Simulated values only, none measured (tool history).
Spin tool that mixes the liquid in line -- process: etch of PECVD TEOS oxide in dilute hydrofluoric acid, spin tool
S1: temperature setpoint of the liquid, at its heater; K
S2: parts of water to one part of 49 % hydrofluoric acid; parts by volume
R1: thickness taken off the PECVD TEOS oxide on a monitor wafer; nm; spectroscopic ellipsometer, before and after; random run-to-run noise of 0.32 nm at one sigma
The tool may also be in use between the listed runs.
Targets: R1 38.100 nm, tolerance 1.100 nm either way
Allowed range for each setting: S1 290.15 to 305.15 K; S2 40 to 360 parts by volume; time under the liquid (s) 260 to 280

{"run": 1, "day": 0.0, "S1": 297.15, "S2": 200, "time under the liquid (s)": 260, "R1": 18.537}
{"run": 2, "day": 0.183, "S1": 297.15, "S2": 250, "time under the liquid (s)": 260, "R1": 14.039}
{"run": 3, "day": 0.317, "S1": 297.15, "S2": 250, "time under the liquid (s)": 260, "R1": 14.024}
{"run": 4, "day": 0.379, "S1": 297.15, "S2": 300, "time under the liquid (s)": 260, "R1": 11.181}
{"run": 5, "day": 0.617, "S1": 298.15, "S2": 275, "time under the liquid (s)": 260, "R1": 12.912}
{"run": 6, "day": 0.733, "S1": 299.15, "S2": 255, "time under the liquid (s)": 260, "R1": 14.651}
{"run": 7, "day": 0.912, "S1": 299.65, "S2": 235, "time under the liquid (s)": 260, "R1": 16.838}
{"run": 8, "day": 1.029, "S1": 300.15, "S2": 220, "time under the liquid (s)": 260, "R1": 18.575}
{"run": 9, "day": 1.142, "S1": 300.65, "S2": 205, "time under the liquid (s)": 260, "R1": 20.33}
{"run": 10, "day": 1.167, "S1": 301.15, "S2": 195, "time under the liquid (s)": 260, "R1": 21.773}
{"run": 11, "day": 1.412, "S1": 301.65, "S2": 185, "time under the liquid (s)": 260, "R1": 23.892}
{"day": 1.758, "done": "hydrofluoric acid flow meter replaced"}
{"run": 12, "day": 1.758, "S1": 302.15, "S2": 175, "time under the liquid (s)": 260, "R1": 28.542}
{"run": 13, "day": 2.088, "S1": 302.65, "S2": 170, "time under the liquid (s)": 260, "R1": 29.873}

Of the 5 settings listed for the next run, only one would bring every result within its allowed miss of target. Which one?
{"run": "A", "day": 2.417, "S1": 303.15, "S2": 140, "time under the liquid (s)": 280, "R1": "?"}
{"run": "B", "day": 2.417, "S1": 304.65, "S2": 140, "time under the liquid (s)": 260, "R1": "?"}
{"run": "C", "day": 2.417, "S1": 303.15, "S2": 160, "time under the liquid (s)": 280, "R1": "?"}
{"run": "D", "day": 2.417, "S1": 305.15, "S2": 160, "time under the liquid (s)": 280, "R1": "?"}
{"run": "E", "day": 2.417, "S1": 301.65, "S2": 125, "time under the liquid (s)": 265, "R1": "?"}

move=A R1=41.318
move=B R1=40.493
move=C R1=35.218
move=D R1=37.793
move=E R1=42.278
A: the result that was furthest off in the last run now lies on the other side of its target
B: the result that was furthest off in the last run now lies on the other side of its target
C: better than the last run, though not everything is in spec
D: every result lands within tolerance
E: the result that was furthest off in the last run now lies on the other side of its target
D is the move that brings every result within its allowed miss.
